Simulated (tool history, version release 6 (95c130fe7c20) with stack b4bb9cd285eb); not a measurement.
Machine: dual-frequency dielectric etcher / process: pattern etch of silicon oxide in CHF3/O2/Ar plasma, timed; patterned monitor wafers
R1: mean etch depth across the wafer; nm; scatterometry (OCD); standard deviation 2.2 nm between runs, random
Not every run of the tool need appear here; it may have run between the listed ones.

run 1 hour=0.0 | source_power_(W)=840 bias_power_(W)=122 etch_time_(s)=284.0 | R1=644.92
run 2 hour=0.9 | source_power_(W)=760 bias_power_(W)=122 etch_time_(s)=284.0 | R1=618.78
run 3 hour=2.7 | source_power_(W)=760 bias_power_(W)=134 etch_time_(s)=284.0 | R1=649.89
run 4 hour=9.9 | source_power_(W)=710 bias_power_(W)=133 etch_time_(s)=284.0 | R1=627.27
run 5 hour=11.9 | source_power_(W)=680 bias_power_(W)=133 etch_time_(s)=284.0 | R1=614.87
run 6 hour=13.6 | source_power_(W)=660 bias_power_(W)=133 etch_time_(s)=284.0 | R1=603.67

Predict the results of run 7:
run 7 hour=22.3 | source_power_(W)=650 bias_power_(W)=133 etch_time_(s)=284.0 | R1=?

{"run 7": {"R1": 602.68}}

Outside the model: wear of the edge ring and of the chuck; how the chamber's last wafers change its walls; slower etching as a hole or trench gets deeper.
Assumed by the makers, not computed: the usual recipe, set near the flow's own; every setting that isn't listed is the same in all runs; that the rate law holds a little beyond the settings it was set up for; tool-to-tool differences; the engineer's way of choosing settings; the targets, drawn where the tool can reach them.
